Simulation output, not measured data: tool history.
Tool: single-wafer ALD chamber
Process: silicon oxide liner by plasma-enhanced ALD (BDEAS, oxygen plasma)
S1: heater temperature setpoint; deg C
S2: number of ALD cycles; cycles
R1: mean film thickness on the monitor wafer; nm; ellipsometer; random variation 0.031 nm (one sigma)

| run | hour | S1 | S2 | R1 |
|---|---|---|---|---|
| 1 | 0.0 | 320 | 55 | 5.1046 |
| 2 | 4.6 | 320 | 56 | 5.1357 |
| 3 | 9.2 | 320 | 57 | 5.2372 |
| 4 | 15.1 | 320 | 58 | 5.3439 |
| 5 | 21.2 | 326 | 58 | 5.2440 |
| 6 | 27.3 | 320 | 58 | 5.3862 |

Forecast run 7:
| 7 | 29.2 | 319 | 58 | ? |

Run 7 gave R1 5.3275 nm.
